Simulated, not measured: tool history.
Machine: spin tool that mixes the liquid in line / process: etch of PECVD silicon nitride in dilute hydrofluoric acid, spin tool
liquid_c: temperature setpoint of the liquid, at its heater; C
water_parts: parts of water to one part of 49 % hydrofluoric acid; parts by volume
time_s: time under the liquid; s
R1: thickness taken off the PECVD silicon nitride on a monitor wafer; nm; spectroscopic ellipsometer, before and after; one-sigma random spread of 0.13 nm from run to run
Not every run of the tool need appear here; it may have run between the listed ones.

Run 1, day 0.000: liquid_c 20.0 C, water_parts 90 parts by volume, time_s 285 s. Result: R1 9.3866 nm.
Run 2, day 0.112: liquid_c 17.0 C, water_parts 90 parts by volume, time_s 285 s. Result: R1 7.6139 nm.
Run 3, day 0.412: liquid_c 17.0 C, water_parts 110 parts by volume, time_s 285 s. Result: R1 6.2607 nm.
Run 4, day 0.488: liquid_c 19.5 C, water_parts 110 parts by volume, time_s 285 s. Result: R1 7.4499 nm.
Run 5, day 0.671: liquid_c 22.0 C, water_parts 100 parts by volume, time_s 285 s. Result: R1 9.6680 nm.
Run 6, day 0.912: liquid_c 24.0 C, water_parts 90 parts by volume, time_s 285 s. Result: R1 12.2750 nm.

Run 7 is up next; what results do you expect?
Run 7, day 0.983: liquid_c 25.0 C, water_parts 85 parts by volume, time_s 285 s. Result: R1 ?.

Logged for run 7: R1 13.6980 nm.
